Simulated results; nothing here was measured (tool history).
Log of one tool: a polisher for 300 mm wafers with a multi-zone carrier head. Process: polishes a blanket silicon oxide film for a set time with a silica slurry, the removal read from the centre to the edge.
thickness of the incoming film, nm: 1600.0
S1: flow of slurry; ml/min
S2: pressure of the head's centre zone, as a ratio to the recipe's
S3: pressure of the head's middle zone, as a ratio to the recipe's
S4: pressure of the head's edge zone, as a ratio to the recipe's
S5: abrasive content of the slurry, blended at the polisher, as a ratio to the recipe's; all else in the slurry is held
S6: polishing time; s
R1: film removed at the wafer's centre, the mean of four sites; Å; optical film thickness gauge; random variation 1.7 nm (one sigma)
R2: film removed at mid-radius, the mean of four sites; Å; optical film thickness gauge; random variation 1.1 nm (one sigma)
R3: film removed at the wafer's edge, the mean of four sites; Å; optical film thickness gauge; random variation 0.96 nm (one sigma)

run,hour,S1,S2,S3,S4,S5,S6,R1,R2,R3
1,0,175,1,1,1,1,64,1522.7,1699.6,1692.4
2,5.7,175,1.03,0.98,0.98,0.9,62,1511.4,1581.5,1535.4
3,8.1,140,1.03,0.98,0.98,0.9,62,1446.7,1516.7,1503.2
4,11,135,1.04,0.95,0.97,0.85,61,1386,1454.9,1444.9
5,15.7,135,1.07,0.93,0.98,0.8,59,1357.9,1314.2,1379.5
6,18.1,135,1.08,0.92,0.96,0.75,58,1340.9,1263.3,1309.5

Run 7 comes next. What will it give?
7,21.2,135,1.09,0.91,0.95,0.7,57,?,?,?

R1: 1316.4 Å
R2: 1218.8 Å
R3: 1265.6 Å
